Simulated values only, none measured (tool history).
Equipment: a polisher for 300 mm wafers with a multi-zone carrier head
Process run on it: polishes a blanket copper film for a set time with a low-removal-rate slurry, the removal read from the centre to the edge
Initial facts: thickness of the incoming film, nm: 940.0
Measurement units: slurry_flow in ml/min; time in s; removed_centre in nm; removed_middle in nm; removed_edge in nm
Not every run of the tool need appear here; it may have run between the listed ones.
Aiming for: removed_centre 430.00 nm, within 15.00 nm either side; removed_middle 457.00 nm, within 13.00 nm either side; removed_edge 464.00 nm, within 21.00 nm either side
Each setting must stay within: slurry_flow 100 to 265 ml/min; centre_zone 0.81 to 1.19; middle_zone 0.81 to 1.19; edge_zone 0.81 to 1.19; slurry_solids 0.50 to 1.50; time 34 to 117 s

run,day,slurry_flow,centre_zone,middle_zone,edge_zone,slurry_solids,time,removed_centre,removed_middle,removed_edge
1,0.000,170,1.00,1.00,1.00,1.00,75,311.55,307.37,323.07
2,0.029,140,1.00,1.00,1.00,1.00,75,295.08,290.45,309.06
3,0.292,170,1.01,1.04,1.05,1.15,77,323.10,329.10,336.95
4,0.421,170,1.01,1.04,1.01,1.15,77,325.91,333.94,334.35
5,0.517,170,1.01,0.96,1.01,1.15,77,325.18,306.69,331.93
6,0.833,170,1.01,0.96,0.96,1.15,77,320.60,308.80,328.18
7,1.121,200,0.96,1.06,1.06,1.40,96,407.73,445.89,460.28
8,1.229,200,0.96,1.06,1.06,1.40,96,410.79,452.32,444.42

Next run, 5 choices. One meets every target within its allowed miss, the rest don't. Which?
A,1.338,200,0.98,1.17,1.07,1.50,89,?,?,?
B,1.338,265,0.99,1.14,0.94,1.45,91,?,?,?
C,1.338,195,1.02,1.12,1.00,1.45,92,?,?,?
D,1.338,155,1.05,1.14,1.18,1.30,97,?,?,?
E,1.338,225,1.07,1.07,1.02,1.35,88,?,?,?

move,removed_centre,removed_middle,removed_edge
A,393.97,453.46,436.28
B,421.64,468.16,427.57
C,419.48,447.35,432.14
D,426.50,450.43,472.65
E,425.65,415.38,419.21
A: moves away from the targets compared with the last run
B: the furthest-off result lands on target, but another misses its tolerance
C: the furthest-off result lands on target, but another misses its tolerance
D: all results land within tolerance of their targets
E: the furthest-off result lands on target, but another misses its tolerance
So the answer is move D, the one that meets all the targets.

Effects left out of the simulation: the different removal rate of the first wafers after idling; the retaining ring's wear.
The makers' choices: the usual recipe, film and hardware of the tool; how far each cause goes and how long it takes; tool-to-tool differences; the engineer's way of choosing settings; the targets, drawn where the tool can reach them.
